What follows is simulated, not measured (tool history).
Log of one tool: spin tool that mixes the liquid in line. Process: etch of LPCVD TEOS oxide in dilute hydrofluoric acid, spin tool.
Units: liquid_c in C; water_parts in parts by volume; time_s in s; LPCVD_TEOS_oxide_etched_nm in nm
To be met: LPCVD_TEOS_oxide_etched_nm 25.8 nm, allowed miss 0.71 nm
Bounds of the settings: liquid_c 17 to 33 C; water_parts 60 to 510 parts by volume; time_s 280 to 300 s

run 1 day=0 | liquid_c=25 water_parts=285 time_s=280 | LPCVD_TEOS_oxide_etched_nm=16.316
run 2 day=0.071 | liquid_c=26.5 water_parts=275 time_s=280 | LPCVD_TEOS_oxide_etched_nm=17.66
run 3 day=0.192 | liquid_c=26.5 water_parts=275 time_s=280 | LPCVD_TEOS_oxide_etched_nm=18.03
run 4 day=0.383 | liquid_c=28 water_parts=270 time_s=280 | LPCVD_TEOS_oxide_etched_nm=19.065
run 5 day=0.458 | liquid_c=29 water_parts=260 time_s=280 | LPCVD_TEOS_oxide_etched_nm=20.606
run 6 day=0.738 | liquid_c=30 water_parts=255 time_s=280 | LPCVD_TEOS_oxide_etched_nm=22.515
run 7 day=0.996 | liquid_c=30.5 water_parts=255 time_s=280 | LPCVD_TEOS_oxide_etched_nm=22.298
run 8 day=1.067 | liquid_c=31 water_parts=250 time_s=280 | LPCVD_TEOS_oxide_etched_nm=23.747
run 9 day=1.417 | liquid_c=31.5 water_parts=250 time_s=280 | LPCVD_TEOS_oxide_etched_nm=23.704
run 10 day=1.592 | liquid_c=32 water_parts=250 time_s=280 | LPCVD_TEOS_oxide_etched_nm=23.966

5 next moves are on the table. One of them brings every result within its allowed miss. Which?
run A day=1.767 | liquid_c=33 water_parts=270 time_s=280 | LPCVD_TEOS_oxide_etched_nm=?
run B day=1.767 | liquid_c=33 water_parts=275 time_s=280 | LPCVD_TEOS_oxide_etched_nm=?
run C day=1.767 | liquid_c=32 water_parts=265 time_s=280 | LPCVD_TEOS_oxide_etched_nm=?
run D day=1.767 | liquid_c=30 water_parts=240 time_s=300 | LPCVD_TEOS_oxide_etched_nm=?
run E day=1.767 | liquid_c=33 water_parts=280 time_s=280 | LPCVD_TEOS_oxide_etched_nm=?

move=A LPCVD_TEOS_oxide_etched_nm=22.556
move=B LPCVD_TEOS_oxide_etched_nm=22.013
move=C LPCVD_TEOS_oxide_etched_nm=22.393
move=D LPCVD_TEOS_oxide_etched_nm=25.548
move=E LPCVD_TEOS_oxide_etched_nm=21.492
A: further off than the last run
B: further off than the last run
C: further off than the last run
D: meets every target
E: further off than the last run
Move D is the one to make.

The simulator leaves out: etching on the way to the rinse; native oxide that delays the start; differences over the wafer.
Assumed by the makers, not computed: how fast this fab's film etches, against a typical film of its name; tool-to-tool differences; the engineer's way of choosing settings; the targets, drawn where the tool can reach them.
